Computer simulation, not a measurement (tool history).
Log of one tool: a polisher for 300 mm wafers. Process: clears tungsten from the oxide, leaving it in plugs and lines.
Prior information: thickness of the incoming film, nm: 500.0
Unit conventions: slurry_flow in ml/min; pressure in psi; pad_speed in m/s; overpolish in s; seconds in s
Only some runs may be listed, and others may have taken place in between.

Run 1, hour 0: slurry_flow 190 ml/min, pressure 2.7 psi, pad_speed 1.04 m/s, slurry_solids 1, overpolish 8 s. Result: seconds 159.25 s.
Run 2, hour 2.2: slurry_flow 190 ml/min, pressure 2.7 psi, pad_speed 1.04 m/s, slurry_solids 0.9, overpolish 8 s. Result: seconds 164.49 s.
Run 3, hour 6.3: slurry_flow 190 ml/min, pressure 2.9 psi, pad_speed 1.04 m/s, slurry_solids 0.9, overpolish 8 s. Result: seconds 156.18 s.
Run 4, hour 10.1: slurry_flow 150 ml/min, pressure 2.9 psi, pad_speed 1.04 m/s, slurry_solids 0.9, overpolish 8 s. Result: seconds 161.35 s.
Run 5, hour 15.4: slurry_flow 150 ml/min, pressure 2.9 psi, pad_speed 1.18 m/s, slurry_solids 0.9, overpolish 8 s. Result: seconds 144.77 s.
Run 6, hour 22.8: slurry_flow 175 ml/min, pressure 2.9 psi, pad_speed 1.18 m/s, slurry_solids 0.9, overpolish 8 s. Result: seconds 144.31 s.

What will run 7 give?
Run 7, hour 24: slurry_flow 175 ml/min, pressure 3 psi, pad_speed 1.18 m/s, slurry_solids 0.9, overpolish 8 s. Result: seconds ?.

Run 7 gave seconds 139.59 s.
